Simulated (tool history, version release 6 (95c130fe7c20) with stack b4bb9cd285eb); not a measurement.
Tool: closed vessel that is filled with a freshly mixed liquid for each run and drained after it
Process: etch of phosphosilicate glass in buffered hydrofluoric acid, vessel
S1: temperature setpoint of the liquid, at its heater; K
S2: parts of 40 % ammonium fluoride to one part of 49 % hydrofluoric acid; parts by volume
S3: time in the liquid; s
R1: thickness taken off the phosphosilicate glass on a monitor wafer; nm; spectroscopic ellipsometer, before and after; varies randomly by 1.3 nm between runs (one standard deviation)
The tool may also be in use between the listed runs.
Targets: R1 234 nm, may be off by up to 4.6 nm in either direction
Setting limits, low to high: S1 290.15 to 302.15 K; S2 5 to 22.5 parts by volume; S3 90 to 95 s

Run 1, hour 0: S1 294.15 K, S2 13.5 parts by volume, S3 90 s. Result: R1 343.44 nm.
Run 2, hour 3.6: S1 294.15 K, S2 13.5 parts by volume, S3 95 s. Result: R1 367.87 nm.
Run 3, hour 8.2: S1 293.65 K, S2 14 parts by volume, S3 95 s. Result: R1 342.95 nm.
Run 4, hour 14.9: S1 293.65 K, S2 10.5 parts by volume, S3 95 s. Result: R1 459.95 nm.
Run 5, hour 15.6: S1 293.65 K, S2 8.5 parts by volume, S3 95 s. Result: R1 538.24 nm.
Run 6, hour 23.5: S1 293.65 K, S2 5 parts by volume, S3 95 s. Result: R1 901.21 nm.
Run 7, hour 29.8: S1 293.15 K, S2 6 parts by volume, S3 95 s. Result: R1 744.8 nm.
Run 8, hour 34.7: S1 292.65 K, S2 7 parts by volume, S3 95 s. Result: R1 634.6 nm.
Run 9, hour 37.8: S1 292.15 K, S2 8 parts by volume, S3 95 s. Result: R1 530.04 nm.
Run 10, hour 44.7: S1 292.15 K, S2 8.5 parts by volume, S3 95 s. Result: R1 499.09 nm.
Run 11, hour 52.8: S1 292.15 K, S2 9 parts by volume, S3 95 s. Result: R1 469.85 nm.
Run 12, hour 53.6: S1 292.15 K, S2 9.5 parts by volume, S3 95 s. Result: R1 459.41 nm.
Run 13, hour 54.2: S1 292.15 K, S2 10 parts by volume, S3 95 s. Result: R1 440.96 nm.
Run 14, hour 58.7: S1 292.15 K, S2 10.5 parts by volume, S3 95 s. Result: R1 418.31 nm.
Run 15, hour 66.3: S1 292.15 K, S2 11 parts by volume, S3 95 s. Result: R1 399.88 nm.
Run 16, hour 72.7: S1 292.15 K, S2 11.5 parts by volume, S3 95 s. Result: R1 383.82 nm.
Run 17, hour 78.6: S1 292.15 K, S2 12 parts by volume, S3 95 s. Result: R1 368.12 nm.
Run 18, hour 84.3: S1 292.15 K, S2 12.5 parts by volume, S3 95 s. Result: R1 354.6 nm.
Run 19, hour 88.3: S1 292.15 K, S2 13 parts by volume, S3 95 s. Result: R1 337.84 nm.
Run 20, hour 97.3: S1 292.15 K, S2 13.5 parts by volume, S3 95 s. Result: R1 326.67 nm.

Next run, 4 choices. One meets every target within its allowed miss, the rest don't. Which?
Run A, hour 106.3: S1 290.15 K, S2 17 parts by volume, S3 95 s. Result: R1 ?.
Run B, hour 106.3: S1 290.65 K, S2 8 parts by volume, S3 95 s. Result: R1 ?.
Run C, hour 106.3: S1 290.65 K, S2 15 parts by volume, S3 95 s. Result: R1 ?.
Run D, hour 106.3: S1 290.15 K, S2 15.5 parts by volume, S3 90 s. Result: R1 ?.

move      R1
   A   233.3
   B  490.56
   C  271.58
   D   242.1
A: in spec on every target
B: misses by more than the last run did
C: gains on the last run, yet a result remains outside its allowed miss
D: gains on the last run, yet a result remains outside its allowed miss
A meets every target.

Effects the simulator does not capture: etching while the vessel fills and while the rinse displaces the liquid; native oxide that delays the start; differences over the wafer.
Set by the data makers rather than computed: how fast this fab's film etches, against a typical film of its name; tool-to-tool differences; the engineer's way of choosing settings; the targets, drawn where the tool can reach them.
